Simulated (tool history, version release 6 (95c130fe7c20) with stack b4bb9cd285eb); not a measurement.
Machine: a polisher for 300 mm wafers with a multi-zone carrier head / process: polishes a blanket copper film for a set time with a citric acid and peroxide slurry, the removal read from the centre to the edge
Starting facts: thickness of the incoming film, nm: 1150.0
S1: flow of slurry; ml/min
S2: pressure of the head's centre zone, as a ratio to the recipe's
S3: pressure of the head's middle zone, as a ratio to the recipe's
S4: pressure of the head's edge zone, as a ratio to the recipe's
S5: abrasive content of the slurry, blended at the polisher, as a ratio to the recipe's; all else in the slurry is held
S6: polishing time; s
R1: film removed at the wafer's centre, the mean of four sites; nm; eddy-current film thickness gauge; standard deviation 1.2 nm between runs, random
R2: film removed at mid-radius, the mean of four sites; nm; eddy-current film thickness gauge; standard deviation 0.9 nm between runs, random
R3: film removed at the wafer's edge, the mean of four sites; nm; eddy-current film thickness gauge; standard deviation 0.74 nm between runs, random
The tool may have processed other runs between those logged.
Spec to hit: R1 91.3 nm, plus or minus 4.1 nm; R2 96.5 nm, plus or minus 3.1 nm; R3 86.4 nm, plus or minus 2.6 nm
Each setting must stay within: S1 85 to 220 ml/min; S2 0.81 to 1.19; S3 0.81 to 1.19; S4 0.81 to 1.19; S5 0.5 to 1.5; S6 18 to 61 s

run,hour,S1,S2,S3,S4,S5,S6,R1,R2,R3
1,0,140,1,1,1,1,39,54.201,54.519,54.808
2,2.5,140,0.95,1,1,1,39,51.569,53.947,53.645
3,3.1,140,0.95,1,0.96,1,39,50.899,54.413,53.717
4,5.8,150,0.97,1.03,0.97,1.15,42,58.95,63.47,61.241
5,9.2,150,0.97,1.03,0.97,1.3,42,63.165,66.237,63.566
6,16,150,0.94,1.03,0.97,1.3,42,60.262,65.198,63.414
7,19.2,190,1.04,1.13,1.07,1.5,49,82.939,88.104,82.019
8,23.2,190,1.04,1.13,1.07,1.5,49,84.18,89.338,81.848
9,32,195,1.05,1.14,1.07,1.5,49,83.62,89.703,82.765
10,35.7,200,1.06,1.15,1.07,1.5,49,87.841,89.847,82.736
11,44.6,200,1.06,1.16,1.07,1.5,49,85.837,92.145,83.316
12,46.1,205,1.07,1.16,1.07,1.5,49,87.823,91.345,82.992
13,55,205,1.07,1.17,1.07,1.5,49,87.013,93.396,83.386

Exercise: of the 4 proposed moves below, exactly one satisfies all targets within the stated allowed misses. Which move is it?
A,63.9,220,1.19,1.08,1.13,1.45,50,?,?,?
B,63.9,215,1.01,1.19,1.04,1.3,49,?,?,?
C,63.9,220,1.04,1.13,1,1.35,54,?,?,?
D,63.9,215,1.01,1.09,1.09,1.5,54,?,?,?

move,R1,R2,R3
A,98.636,88.752,87.315
B,79.155,91.379,79.178
C,91.094,97.649,86.818
D,90.953,97.42,93.323
A: brings the last run's worst result on target, with another outside its allowed miss
B: misses by more than the last run did
C: all results land within tolerance of their targets
D: carries the result that was furthest off beyond its target, to the other side
Correct choice: C, which meets every target
